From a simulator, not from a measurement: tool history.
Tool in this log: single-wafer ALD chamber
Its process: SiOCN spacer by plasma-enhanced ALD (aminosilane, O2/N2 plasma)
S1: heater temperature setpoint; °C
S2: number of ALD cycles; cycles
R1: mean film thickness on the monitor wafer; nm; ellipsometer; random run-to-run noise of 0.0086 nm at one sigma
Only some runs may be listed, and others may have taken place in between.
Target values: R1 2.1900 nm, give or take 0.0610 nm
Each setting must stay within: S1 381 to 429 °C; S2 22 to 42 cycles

{"run": 1, "hour": 0.0, "S1": 405, "S2": 32, "R1": 1.8224}
{"run": 2, "hour": 2.3, "S1": 404, "S2": 33, "R1": 1.8873}
{"run": 3, "hour": 9.6, "S1": 404, "S2": 34, "R1": 1.9506}
{"run": 4, "hour": 13.6, "S1": 413, "S2": 34, "R1": 1.8814}
{"run": 5, "hour": 14.5, "S1": 413, "S2": 38, "R1": 2.0994}
{"run": 6, "hour": 19.2, "S1": 413, "S2": 42, "R1": 2.3211}
{"run": 7, "hour": 26.0, "S1": 414, "S2": 42, "R1": 2.3136}
{"run": 8, "hour": 29.9, "S1": 415, "S2": 42, "R1": 2.3111}
{"run": 9, "hour": 32.5, "S1": 416, "S2": 42, "R1": 2.3032}
{"run": 10, "hour": 33.6, "S1": 417, "S2": 42, "R1": 2.308}

Below are 4 possible settings for the next run. Only one of them brings all results inside the allowed miss of their targets. Which is it?
{"run": "A", "hour": 34.7, "S1": 417, "S2": 40, "R1": "?"}
{"run": "B", "hour": 34.7, "S1": 415, "S2": 42, "R1": "?"}
{"run": "C", "hour": 34.7, "S1": 405, "S2": 41, "R1": "?"}
{"run": "D", "hour": 34.7, "S1": 419, "S2": 38, "R1": "?"}

move=A R1=2.1945
move=B R1=2.3207
move=C R1=2.3442
move=D R1=2.0700
A: all results in spec
B: lands further from the targets than the last run did
C: lands further from the targets than the last run did
D: the result that was furthest off in the last run now lies on the other side of its target
Move A is the one to make.

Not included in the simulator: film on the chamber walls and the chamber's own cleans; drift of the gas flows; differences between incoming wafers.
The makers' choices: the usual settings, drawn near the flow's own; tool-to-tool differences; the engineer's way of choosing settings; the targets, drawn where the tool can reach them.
